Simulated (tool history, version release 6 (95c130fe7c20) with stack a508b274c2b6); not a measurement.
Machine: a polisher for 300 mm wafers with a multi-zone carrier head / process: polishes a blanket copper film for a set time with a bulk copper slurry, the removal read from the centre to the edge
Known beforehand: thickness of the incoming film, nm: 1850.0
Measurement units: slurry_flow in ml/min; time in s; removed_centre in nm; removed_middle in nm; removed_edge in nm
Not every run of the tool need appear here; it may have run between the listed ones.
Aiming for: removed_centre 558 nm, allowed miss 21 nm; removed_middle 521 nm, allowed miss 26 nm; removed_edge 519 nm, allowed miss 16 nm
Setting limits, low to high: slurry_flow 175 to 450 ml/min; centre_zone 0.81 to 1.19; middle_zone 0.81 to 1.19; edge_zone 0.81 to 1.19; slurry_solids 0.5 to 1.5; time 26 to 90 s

| run | hour | slurry_flow | centre_zone | middle_zone | edge_zone | slurry_solids | time | removed_centre | removed_middle | removed_edge |
|---|---|---|---|---|---|---|---|---|---|---|
| 1 | 0 | 290 | 1 | 1 | 1 | 1 | 58 | 688.69 | 701.93 | 711.78 |
| 2 | 8.6 | 220 | 1 | 1 | 1 | 1 | 58 | 636.73 | 656.1 | 680.01 |
| 3 | 13.8 | 220 | 1 | 0.95 | 1 | 1 | 58 | 648.43 | 645.08 | 684.81 |
| 4 | 17.8 | 290 | 1 | 0.95 | 1 | 1 | 58 | 699.45 | 690.3 | 698.58 |
|  | 25.4 | slurry nozzle cleaned |
| 5 | 25.4 | 280 | 1 | 0.93 | 0.98 | 0.9 | 57 | 684.51 | 659.47 | 693.37 |
| 6 | 29.1 | 280 | 1 | 0.93 | 1.01 | 0.9 | 57 | 675.39 | 669.9 | 695.36 |
| 7 | 34.3 | 280 | 1.01 | 0.94 | 0.99 | 0.9 | 54 | 671.43 | 651.39 | 650.22 |
| 8 | 42.3 | 275 | 0.95 | 0.84 | 0.89 | 0.65 | 49 | 515.24 | 484.32 | 531.31 |
| 9 | 45.3 | 285 | 0.96 | 0.85 | 0.88 | 0.65 | 49 | 526.02 | 508.57 | 529.68 |
| 10 | 52.9 | 290 | 0.97 | 0.85 | 0.87 | 0.65 | 49 | 533.68 | 504.77 | 530.4 |

Next run, 5 choices. One meets every target within its allowed miss, the rest don't. Which?
| A | 60.5 | 175 | 0.94 | 0.81 | 0.81 | 0.5 | 56 | ? | ? | ? |
| B | 60.5 | 290 | 0.92 | 0.83 | 0.88 | 0.8 | 48 | ? | ? | ? |
| C | 60.5 | 295 | 0.95 | 0.85 | 0.87 | 0.65 | 51 | ? | ? | ? |
| D | 60.5 | 285 | 0.95 | 0.85 | 0.86 | 0.65 | 47 | ? | ? | ? |
| E | 60.5 | 390 | 1 | 0.87 | 0.85 | 0.7 | 47 | ? | ? | ? |

| move | removed_centre | removed_middle | removed_edge |
|---|---|---|---|
| A | 508.23 | 495.44 | 513.56 |
| B | 520.82 | 521.49 | 541.33 |
| C | 544.09 | 536.31 | 545.1 |
| D | 499.31 | 492.38 | 498.29 |
| E | 551.58 | 523.96 | 516.03 |
A: the biggest miss grows against the last run
B: the biggest miss grows against the last run
C: gets the furthest-off result to its target, but another result is out of tolerance
D: the biggest miss grows against the last run
E: every result lands within tolerance
Correct choice: E, which meets every target

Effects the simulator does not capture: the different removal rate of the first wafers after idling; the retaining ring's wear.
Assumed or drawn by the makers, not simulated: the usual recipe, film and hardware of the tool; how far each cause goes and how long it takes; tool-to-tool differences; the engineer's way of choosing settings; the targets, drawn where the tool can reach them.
